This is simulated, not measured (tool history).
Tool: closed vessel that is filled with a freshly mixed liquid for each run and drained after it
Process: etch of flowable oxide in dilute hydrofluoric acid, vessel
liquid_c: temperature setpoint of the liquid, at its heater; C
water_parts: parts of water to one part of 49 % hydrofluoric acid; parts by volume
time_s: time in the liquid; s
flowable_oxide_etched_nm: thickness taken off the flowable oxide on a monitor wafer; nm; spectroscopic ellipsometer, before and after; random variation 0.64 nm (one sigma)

Run 1, day 0: liquid_c 20 C, water_parts 45 parts by volume, time_s 85 s. Result: flowable_oxide_etched_nm 74.024 nm.
Run 2, day 0.288: liquid_c 20.5 C, water_parts 45 parts by volume, time_s 85 s. Result: flowable_oxide_etched_nm 76.022 nm.
Run 3, day 0.575: liquid_c 20.5 C, water_parts 45 parts by volume, time_s 85 s. Result: flowable_oxide_etched_nm 75.652 nm.
Run 4, day 0.696: liquid_c 22 C, water_parts 45 parts by volume, time_s 85 s. Result: flowable_oxide_etched_nm 81.154 nm.
At day 0.979: thermometer replaced.
Run 5, day 0.979: liquid_c 22 C, water_parts 40 parts by volume, time_s 85 s. Result: flowable_oxide_etched_nm 98.845 nm.
Run 6, day 1.117: liquid_c 22 C, water_parts 25 parts by volume, time_s 85 s. Result: flowable_oxide_etched_nm 162.07 nm.
Run 7, day 1.254: liquid_c 21.5 C, water_parts 25 parts by volume, time_s 85 s. Result: flowable_oxide_etched_nm 159.65 nm.
Run 8, day 1.504: liquid_c 21 C, water_parts 25 parts by volume, time_s 85 s. Result: flowable_oxide_etched_nm 156.93 nm.
Run 9, day 1.533: liquid_c 20.5 C, water_parts 25 parts by volume, time_s 85 s. Result: flowable_oxide_etched_nm 151.76 nm.
Run 10, day 1.862: liquid_c 20 C, water_parts 25 parts by volume, time_s 85 s. Result: flowable_oxide_etched_nm 147.09 nm.
Run 11, day 2.025: liquid_c 19.5 C, water_parts 25 parts by volume, time_s 85 s. Result: flowable_oxide_etched_nm 147.54 nm.

Forecast run 12:
Run 12, day 2.358: liquid_c 19 C, water_parts 25 parts by volume, time_s 85 s. Result: flowable_oxide_etched_nm ?.

Run 12 gave flowable_oxide_etched_nm 142.29 nm.
